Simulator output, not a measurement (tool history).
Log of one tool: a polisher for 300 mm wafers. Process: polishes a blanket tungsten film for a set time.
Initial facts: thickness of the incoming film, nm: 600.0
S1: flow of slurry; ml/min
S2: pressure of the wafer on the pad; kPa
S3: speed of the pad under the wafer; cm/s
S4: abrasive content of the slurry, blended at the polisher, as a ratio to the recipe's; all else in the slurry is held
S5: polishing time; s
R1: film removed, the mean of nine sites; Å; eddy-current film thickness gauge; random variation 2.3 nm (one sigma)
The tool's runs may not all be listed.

| run | day | S1 | S2 | S3 | S4 | S5 | R1 |
|---|---|---|---|---|---|---|---|
| 1 | 0 | 175 | 21.4 | 128 | 1 | 52 | 2065.9 |
| 2 | 0.317 | 180 | 22.8 | 128 | 1 | 52 | 2203.8 |
| 3 | 0.525 | 180 | 20 | 128 | 1 | 52 | 1949.9 |
| 4 | 0.696 | 185 | 22.1 | 128 | 1 | 52 | 2151.5 |
| 5 | 1.033 | 190 | 23.4 | 128 | 1 | 52 | 2294.6 |
| 6 | 1.229 | 195 | 24.1 | 128 | 1 | 52 | 2354.9 |

Run 7 has not been measured yet. What should we expect?
| 7 | 1.4 | 195 | 24.8 | 128 | 1 | 52 | ? |

Logged for run 7: R1 2468.3 Å.
